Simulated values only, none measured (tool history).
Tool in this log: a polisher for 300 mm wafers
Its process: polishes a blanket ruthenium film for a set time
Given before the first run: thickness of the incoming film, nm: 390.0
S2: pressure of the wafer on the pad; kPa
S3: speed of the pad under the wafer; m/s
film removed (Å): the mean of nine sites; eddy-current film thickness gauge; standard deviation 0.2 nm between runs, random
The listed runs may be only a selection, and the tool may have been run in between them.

Run 1, hour 0: flow of slurry (ml/min) 225, S2 10.3 kPa, S3 0.78 m/s, polishing time (s) 35. Result: film removed (Å) 248.88.
Run 2, hour 1.5: flow of slurry (ml/min) 225, S2 12.4 kPa, S3 0.78 m/s, polishing time (s) 35. Result: film removed (Å) 291.43.
Run 3, hour 9.9: flow of slurry (ml/min) 225, S2 12.4 kPa, S3 0.78 m/s, polishing time (s) 35. Result: film removed (Å) 287.57.
Run 4, hour 17.2: flow of slurry (ml/min) 265, S2 12.4 kPa, S3 0.78 m/s, polishing time (s) 35. Result: film removed (Å) 294.45.
Run 5, hour 20.5: flow of slurry (ml/min) 265, S2 12.4 kPa, S3 0.78 m/s, polishing time (s) 32. Result: film removed (Å) 272.72.
Run 6, hour 21.9: flow of slurry (ml/min) 265, S2 12.4 kPa, S3 0.78 m/s, polishing time (s) 32. Result: film removed (Å) 270.93.
Run 7, hour 25.7: flow of slurry (ml/min) 265, S2 10.3 kPa, S3 0.76 m/s, polishing time (s) 32. Result: film removed (Å) 223.85.

Forecast run 8:
Run 8, hour 28.1: flow of slurry (ml/min) 265, S2 7.6 kPa, S3 0.72 m/s, polishing time (s) 32. Result: film removed (Å) ?.

{"run 8": {"film removed (Å)": 160.26}}

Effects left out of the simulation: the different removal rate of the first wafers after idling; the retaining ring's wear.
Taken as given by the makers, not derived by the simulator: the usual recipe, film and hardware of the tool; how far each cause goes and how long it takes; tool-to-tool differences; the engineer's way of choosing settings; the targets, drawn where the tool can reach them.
